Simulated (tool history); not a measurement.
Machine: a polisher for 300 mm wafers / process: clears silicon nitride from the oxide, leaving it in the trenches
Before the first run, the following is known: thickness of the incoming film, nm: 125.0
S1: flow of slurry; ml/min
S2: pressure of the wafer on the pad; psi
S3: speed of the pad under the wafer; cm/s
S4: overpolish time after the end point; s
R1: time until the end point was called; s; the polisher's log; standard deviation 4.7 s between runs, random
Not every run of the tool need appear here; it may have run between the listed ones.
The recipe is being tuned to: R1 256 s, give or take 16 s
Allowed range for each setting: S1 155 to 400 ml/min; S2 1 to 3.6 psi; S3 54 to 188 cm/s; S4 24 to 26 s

run    day   S1   S2   S3  S4      R1
  1      0  255  2.3  120  24  130.35
  2  0.312  255  2.3  120  24  132.71
  3  0.475  255    2  116  24  152.18
  4  0.838  255  1.8  112  24  166.03
  5  0.933  255  2.3  112  24  135.98
  6  1.133  255  2.3  112  26  133.67
  7  1.212  255    2  106  26  163.28
  8  1.254  255  1.8  104  26  177.42
  9  1.533  255  1.6  102  26  201.52
 10  1.904  255  1.5  102  26   218.3
 11   2.25  255  1.4  102  26  229.19

Which one of the following 4 next-run settings gets every result inside its allowed miss? There is exactly one.
  A  2.596  270  1.5  110  25   ?
  B  2.596  255    2   70  26   ?
  C  2.596  200  1.4  122  26   ?
  D  2.596  210  1.4   84  24   ?

move      R1
   A  206.56
   B  212.06
   C  208.74
   D  266.61
A: lands further from the targets than the last run did
B: lands further from the targets than the last run did
C: lands further from the targets than the last run did
D: hits every target within its allowed miss
The move that meets every target is D.
